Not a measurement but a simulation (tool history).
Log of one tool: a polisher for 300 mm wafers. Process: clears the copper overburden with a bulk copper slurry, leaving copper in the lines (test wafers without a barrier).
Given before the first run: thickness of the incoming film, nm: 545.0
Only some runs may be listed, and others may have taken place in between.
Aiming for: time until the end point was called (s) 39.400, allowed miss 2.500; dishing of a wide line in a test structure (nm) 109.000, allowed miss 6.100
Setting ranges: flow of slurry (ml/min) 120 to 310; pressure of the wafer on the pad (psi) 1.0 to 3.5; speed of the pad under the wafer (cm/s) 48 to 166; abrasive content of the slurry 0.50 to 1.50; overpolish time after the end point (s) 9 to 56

run	hour	flow of slurry (ml/min)	pressure of the wafer on the pad (psi)	speed of the pad under the wafer (cm/s)	abrasive content of the slurry	overpolish time after the end point (s)	time until the end point was called (s)	dishing of a wide line in a test structure (nm)
1	0.0	200	2.2	106	1.00	29	72.454	85.854
2	2.6	200	2.6	106	1.00	29	60.048	93.356
3	7.8	200	2.6	106	1.00	36	60.184	99.019
4	9.2	200	2.7	108	1.00	34	54.907	100.570
5	11.9	200	3.0	108	1.00	34	49.597	106.170
6	18.7	200	3.0	108	0.95	34	51.038	106.290
7	25.7	200	3.1	110	0.95	32	49.581	107.390
8	30.6	200	3.2	112	0.95	30	48.243	108.700
9	33.3	200	3.3	114	1.00	28	43.547	110.320
10	40.3	200	3.3	114	1.00	27	43.413	106.610
11	44.9	200	3.4	116	1.00	26	41.921	108.380

Exercise: of the 4 proposed moves below, exactly one satisfies all targets within the stated allowed misses. Which move is it?
A	49.5	205	3.5	100	0.90	41	?	?
B	49.5	160	3.0	126	0.95	38	?	?
C	49.5	195	3.3	120	0.85	35	?	?
D	49.5	235	3.5	112	1.15	24	?	?

move	time until the end point was called (s)	dishing of a wide line in a test structure (nm)
A	46.868	116.900
B	45.895	111.250
C	43.650	113.640
D	38.899	109.130
A: misses by more than the last run did
B: misses by more than the last run did
C: misses by more than the last run did
D: all results in spec
Answer: D
